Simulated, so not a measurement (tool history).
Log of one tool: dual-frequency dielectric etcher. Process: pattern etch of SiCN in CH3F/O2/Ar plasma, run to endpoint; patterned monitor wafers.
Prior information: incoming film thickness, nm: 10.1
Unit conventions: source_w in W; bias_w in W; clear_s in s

run 1 day=0 | source_w=360 bias_w=75 | clear_s=29.59
run 2 day=0.067 | source_w=360 bias_w=81 | clear_s=29.008
run 3 day=0.192 | source_w=310 bias_w=81 | clear_s=30.511
run 4 day=0.221 | source_w=300 bias_w=78 | clear_s=31.501
run 5 day=0.533 | source_w=290 bias_w=76 | clear_s=31.436
run 6 day=0.746 | source_w=290 bias_w=71 | clear_s=32.362
run 7 day=1.075 | source_w=280 bias_w=69 | clear_s=33.333
run 8 day=1.15 | source_w=270 bias_w=68 | clear_s=33.621

What will run 9 give?
run 9 day=1.4 | source_w=260 bias_w=67 | clear_s=?

clear_s: 34.367 s
